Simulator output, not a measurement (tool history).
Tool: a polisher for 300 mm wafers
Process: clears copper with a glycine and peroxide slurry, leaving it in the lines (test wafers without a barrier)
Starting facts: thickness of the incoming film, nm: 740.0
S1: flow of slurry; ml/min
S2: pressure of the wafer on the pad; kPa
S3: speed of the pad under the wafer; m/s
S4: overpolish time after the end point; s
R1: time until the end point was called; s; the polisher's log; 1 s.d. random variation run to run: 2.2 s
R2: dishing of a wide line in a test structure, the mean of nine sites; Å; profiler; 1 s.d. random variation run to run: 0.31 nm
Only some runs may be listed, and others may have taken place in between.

run,day,S1,S2,S3,S4,R1,R2
1,0,245,19.3,1.28,15,101.58,648.41
2,0.117,245,17.2,1.28,15,109.61,603.42
3,0.421,300,17.2,1.28,15,108.3,608.99
4,0.6,245,14.5,1.04,11,148.61,378.15
5,0.917,215,14.5,1.04,11,151.21,343.28
6,1.1,155,14.5,1.04,11,159.94,347.27
7,1.158,175,12.4,0.9,9,192.25,241.22
8,1.429,175,11,0.82,8,219.73,189.15
9,1.704,175,10.3,0.8,8,235.55,175.33
10,1.825,175,9.7,0.8,8,242.25,175
11,1.904,175,9.7,0.78,7,246.49,154.45
12,1.942,170,9.7,0.78,7,246.41,154.49

Run 13 comes next. What will it give?
13,2.004,170,9,0.74,6,?,?

For run 13 the tool returned R1 264.64 s, R2 118.2 Å.
